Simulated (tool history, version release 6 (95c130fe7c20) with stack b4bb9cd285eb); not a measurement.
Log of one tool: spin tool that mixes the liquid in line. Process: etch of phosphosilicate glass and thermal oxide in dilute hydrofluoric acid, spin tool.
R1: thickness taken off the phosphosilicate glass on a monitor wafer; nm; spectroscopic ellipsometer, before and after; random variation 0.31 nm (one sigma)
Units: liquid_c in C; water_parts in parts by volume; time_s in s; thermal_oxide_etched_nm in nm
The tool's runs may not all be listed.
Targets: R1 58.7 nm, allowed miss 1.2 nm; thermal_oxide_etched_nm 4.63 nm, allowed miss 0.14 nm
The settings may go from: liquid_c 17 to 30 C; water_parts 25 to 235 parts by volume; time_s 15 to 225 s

Run 1, hour 0: liquid_c 22 C, water_parts 130 parts by volume, time_s 115 s. Result: R1 48.817 nm, thermal_oxide_etched_nm 3.8305 nm.
Run 2, hour 1.6: liquid_c 22 C, water_parts 170 parts by volume, time_s 115 s. Result: R1 35.909 nm, thermal_oxide_etched_nm 2.8099 nm.
Run 3, hour 8.5: liquid_c 22 C, water_parts 170 parts by volume, time_s 70 s. Result: R1 21.826 nm, thermal_oxide_etched_nm 1.7194 nm.
Run 4, hour 14.3: liquid_c 23.5 C, water_parts 155 parts by volume, time_s 70 s. Result: R1 25.823 nm, thermal_oxide_etched_nm 2.0126 nm.
Run 5, hour 22.7: liquid_c 21.5 C, water_parts 155 parts by volume, time_s 70 s. Result: R1 23.763 nm, thermal_oxide_etched_nm 1.8712 nm.
Run 6, hour 27.5: liquid_c 19 C, water_parts 155 parts by volume, time_s 70 s. Result: R1 21.527 nm, thermal_oxide_etched_nm 1.6934 nm.
Run 7, hour 34.7: liquid_c 21 C, water_parts 145 parts by volume, time_s 70 s. Result: R1 25.279 nm, thermal_oxide_etched_nm 1.9532 nm.
Run 8, hour 39.4: liquid_c 25 C, water_parts 95 parts by volume, time_s 70 s. Result: R1 47.598 nm, thermal_oxide_etched_nm 3.7867 nm.
Run 9, hour 43.7: liquid_c 26 C, water_parts 95 parts by volume, time_s 70 s. Result: R1 49.49 nm, thermal_oxide_etched_nm 3.8923 nm.
Run 10, hour 46.3: liquid_c 26.5 C, water_parts 95 parts by volume, time_s 70 s. Result: R1 50.398 nm, thermal_oxide_etched_nm 4.0003 nm.
Run 11, hour 49.2: liquid_c 27 C, water_parts 95 parts by volume, time_s 70 s. Result: R1 51.339 nm, thermal_oxide_etched_nm 4.0333 nm.
Run 12, hour 50.9: liquid_c 27.5 C, water_parts 95 parts by volume, time_s 70 s. Result: R1 52.869 nm, thermal_oxide_etched_nm 4.1348 nm.

4 next moves are on the table. One of them brings every result within its allowed miss. Which?
Run A, hour 52.6: liquid_c 30 C, water_parts 110 parts by volume, time_s 80 s. Result: R1 ?, thermal_oxide_etched_nm ?.
Run B, hour 52.6: liquid_c 25.5 C, water_parts 90 parts by volume, time_s 80 s. Result: R1 ?, thermal_oxide_etched_nm ?.
Run C, hour 52.6: liquid_c 25.5 C, water_parts 95 parts by volume, time_s 80 s. Result: R1 ?, thermal_oxide_etched_nm ?.
Run D, hour 52.6: liquid_c 29.5 C, water_parts 120 parts by volume, time_s 90 s. Result: R1 ?, thermal_oxide_etched_nm ?.

move      R1  thermal_oxide_etched_nm
   A  55.508                   4.4443
   B  58.661                   4.6967
   C  55.217                    4.421
   D  55.425                   4.4376
A: nearer than the last run, and not there yet
B: meets every target
C: nearer than the last run, and not there yet
D: nearer than the last run, and not there yet
Move B is the one to make.
